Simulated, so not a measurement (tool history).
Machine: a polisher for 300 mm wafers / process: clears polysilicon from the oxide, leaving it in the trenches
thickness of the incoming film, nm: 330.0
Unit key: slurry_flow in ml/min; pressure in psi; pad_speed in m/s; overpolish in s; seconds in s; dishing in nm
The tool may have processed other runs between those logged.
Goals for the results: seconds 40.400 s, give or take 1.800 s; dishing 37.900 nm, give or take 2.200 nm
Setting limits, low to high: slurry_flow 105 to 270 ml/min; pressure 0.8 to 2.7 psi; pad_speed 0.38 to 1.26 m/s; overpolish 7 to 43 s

run	day	slurry_flow	pressure	pad_speed	overpolish	seconds	dishing
1	0.000	175	1.7	0.82	22	54.815	37.060
2	0.312	175	1.7	0.82	13	54.381	33.423
3	0.421	175	2.0	0.82	13	47.686	35.053
4	0.471	175	2.1	0.82	14	44.892	36.401
5	0.825	175	1.8	0.82	14	53.362	35.452
6	1.188	175	1.9	0.82	15	49.257	36.297
7	1.433	175	2.0	0.82	15	47.329	37.073
8	1.783	175	2.1	0.82	14	44.852	36.327
9	2.133	175	2.1	0.82	15	45.920	37.431
10	2.492	175	2.2	0.82	14	43.323	35.963
11	2.579	175	2.2	0.82	15	42.387	37.268

4 candidate next runs follow, results not yet known. Just one meets every target within its allowed miss. Identify it.
A	2.667	175	2.2	0.88	15	?	?
B	2.667	155	2.1	0.96	7	?	?
C	2.667	200	2.4	0.88	17	?	?
D	2.667	185	2.4	0.90	15	?	?

move	seconds	dishing
A	41.182	37.190
B	41.121	30.884
C	37.152	37.875
D	36.914	37.575
A: every result lands within tolerance
B: the worst result of the last run now meets its target, but another is out of spec
C: carries the result that was furthest off beyond its target, to the other side
D: carries the result that was furthest off beyond its target, to the other side
Answer: A
